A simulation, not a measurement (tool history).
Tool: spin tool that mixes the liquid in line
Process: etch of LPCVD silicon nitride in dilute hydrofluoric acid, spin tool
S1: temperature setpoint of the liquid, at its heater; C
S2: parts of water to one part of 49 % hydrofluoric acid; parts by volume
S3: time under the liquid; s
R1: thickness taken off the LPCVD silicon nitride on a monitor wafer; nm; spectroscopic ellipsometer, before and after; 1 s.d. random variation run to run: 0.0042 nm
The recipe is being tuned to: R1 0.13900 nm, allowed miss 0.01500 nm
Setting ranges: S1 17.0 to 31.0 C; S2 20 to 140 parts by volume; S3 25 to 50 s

run    day    S1   S2  S3       R1
  1  0.000  23.0   75  50  0.27610
  2  0.054  23.0   95  50  0.21026
  3  0.208  22.5   95  50  0.22613
  4  0.483  22.5  115  50  0.17577
  5  0.771  22.5  115  50  0.16904
  6  1.112  22.0  115  50  0.16266
  7  1.279  21.5  115  50  0.15923
  8  1.458  20.5  115  50  0.15900

5 candidate next runs follow, results not yet known. Just one meets every target within its allowed miss. Identify it.
  A  1.638  19.0  140  50   ?
  B  1.638  17.5  140  50   ?
  C  1.638  25.5  120  25   ?
  D  1.638  22.5  105  25   ?
  E  1.638  20.0  120  50   ?

move       R1
   A  0.11989
   B  0.10825
   C  0.10715
   D  0.10043
   E  0.14904
A: the result that was furthest off in the last run now lies on the other side of its target
B: the result that was furthest off in the last run now lies on the other side of its target
C: the result that was furthest off in the last run now lies on the other side of its target
D: the result that was furthest off in the last run now lies on the other side of its target
E: each result inside its tolerance
Answer: E

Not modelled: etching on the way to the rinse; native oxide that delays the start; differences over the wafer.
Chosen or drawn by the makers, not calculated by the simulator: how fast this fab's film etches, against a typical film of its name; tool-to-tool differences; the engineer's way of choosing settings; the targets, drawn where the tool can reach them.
